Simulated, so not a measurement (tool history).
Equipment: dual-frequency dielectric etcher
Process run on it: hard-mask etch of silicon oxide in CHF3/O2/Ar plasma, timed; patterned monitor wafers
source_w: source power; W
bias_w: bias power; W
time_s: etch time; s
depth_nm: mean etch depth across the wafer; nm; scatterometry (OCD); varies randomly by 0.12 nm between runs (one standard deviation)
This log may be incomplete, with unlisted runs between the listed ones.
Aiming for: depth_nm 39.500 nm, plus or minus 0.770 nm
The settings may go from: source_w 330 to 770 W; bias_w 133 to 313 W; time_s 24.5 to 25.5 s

run  hour  source_w  bias_w  time_s  depth_nm
  1   0.0       550     223    24.5    47.314
  2   7.8       520     219    24.5    46.315
  3  10.0       500     214    24.5    45.364
  4  11.4       480     210    24.5    44.716
  5  19.8       460     205    24.5    43.533
  6  26.7       460     205    24.5    43.591
  7  30.6       440     203    24.5    42.818
  8  32.6       430     201    24.5    42.431
  9  37.8       420     200    24.5    42.131
 10  44.5       410     199    24.5    41.752
 11  52.2       400     198    24.5    41.655
 12  54.8       390     196    24.5    41.187
 13  57.0       380     195    24.5    40.558

Exactly one of the 4 candidate moves below puts every result within its allowed miss. Which one?
  A  59.2       330     191    25.0         ?
  B  59.2       370     168    25.0         ?
  C  59.2       400     169    24.5         ?
  D  59.2       330     177    24.5         ?

move  depth_nm
   A    39.575
   B    37.951
   C    37.998
   D    37.267
A: in spec on every target
B: takes the result that was furthest off past its target
C: takes the result that was furthest off past its target
D: takes the result that was furthest off past its target
Move A is the one to make.
